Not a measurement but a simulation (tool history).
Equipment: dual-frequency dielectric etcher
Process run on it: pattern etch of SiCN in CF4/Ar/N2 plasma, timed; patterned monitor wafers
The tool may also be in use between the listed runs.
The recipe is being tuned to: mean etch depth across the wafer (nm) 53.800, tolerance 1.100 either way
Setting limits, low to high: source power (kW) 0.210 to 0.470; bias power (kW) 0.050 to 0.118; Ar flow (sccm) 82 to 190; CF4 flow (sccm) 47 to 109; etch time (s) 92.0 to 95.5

run	hour	source power (kW)	bias power (kW)	Ar flow (sccm)	CF4 flow (sccm)	etch time (s)	mean etch depth across the wafer (nm)
1	0.0	0.340	0.084	136	78	92.0	63.157
2	8.1	0.340	0.084	136	78	95.5	65.612
3	16.9	0.400	0.084	136	78	95.5	75.393
4	24.6	0.360	0.083	136	78	95.5	68.496
5	26.6	0.360	0.083	136	78	95.5	68.407
6	35.2	0.330	0.082	136	78	95.5	62.640
7	36.6	0.310	0.082	136	78	95.5	59.481
8	43.6	0.300	0.082	136	78	95.5	57.790
9	49.3	0.290	0.082	136	78	95.5	55.815

Which of these 4 next moves meets every target?
A	55.0	0.290	0.088	131	74	92.0	?
B	55.0	0.310	0.074	117	68	92.0	?
C	55.0	0.290	0.079	132	86	95.5	?
D	55.0	0.270	0.096	182	72	95.5	?

move	mean etch depth across the wafer (nm)
A	56.263
B	54.238
C	55.989
D	55.560
A: further off than the last run
B: all results land within tolerance of their targets
C: further off than the last run
D: nearer than the last run, and not there yet
B meets every target.
